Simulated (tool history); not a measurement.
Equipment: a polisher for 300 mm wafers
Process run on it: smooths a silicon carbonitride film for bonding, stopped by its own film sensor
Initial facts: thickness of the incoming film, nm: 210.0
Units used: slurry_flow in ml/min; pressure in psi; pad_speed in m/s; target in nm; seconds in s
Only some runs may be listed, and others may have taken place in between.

Run 1, hour 0.0: slurry_flow 175 ml/min, pressure 1.6 psi, pad_speed 1.08 m/s, slurry_solids 1.00, target 190 nm. Result: seconds 106.99 s.
Run 2, hour 9.0: slurry_flow 175 ml/min, pressure 1.4 psi, pad_speed 1.08 m/s, slurry_solids 1.00, target 190 nm. Result: seconds 117.47 s.
Run 3, hour 11.9: slurry_flow 175 ml/min, pressure 1.4 psi, pad_speed 1.08 m/s, slurry_solids 1.00, target 192 nm. Result: seconds 108.43 s.
Run 4, hour 18.0: slurry_flow 170 ml/min, pressure 1.2 psi, pad_speed 1.00 m/s, slurry_solids 1.00, target 192 nm. Result: seconds 125.07 s.
Run 5, hour 23.1: slurry_flow 170 ml/min, pressure 1.4 psi, pad_speed 1.00 m/s, slurry_solids 1.00, target 192 nm. Result: seconds 110.93 s.
Run 6, hour 23.8: slurry_flow 170 ml/min, pressure 1.4 psi, pad_speed 1.00 m/s, slurry_solids 0.85, target 192 nm. Result: seconds 118.31 s.

Run 7, settings as shown, results not yet in. Your forecast:
Run 7, hour 32.4: slurry_flow 170 ml/min, pressure 1.2 psi, pad_speed 0.92 m/s, slurry_solids 0.85, target 192 nm. Result: seconds ?.

seconds: 138.94 s

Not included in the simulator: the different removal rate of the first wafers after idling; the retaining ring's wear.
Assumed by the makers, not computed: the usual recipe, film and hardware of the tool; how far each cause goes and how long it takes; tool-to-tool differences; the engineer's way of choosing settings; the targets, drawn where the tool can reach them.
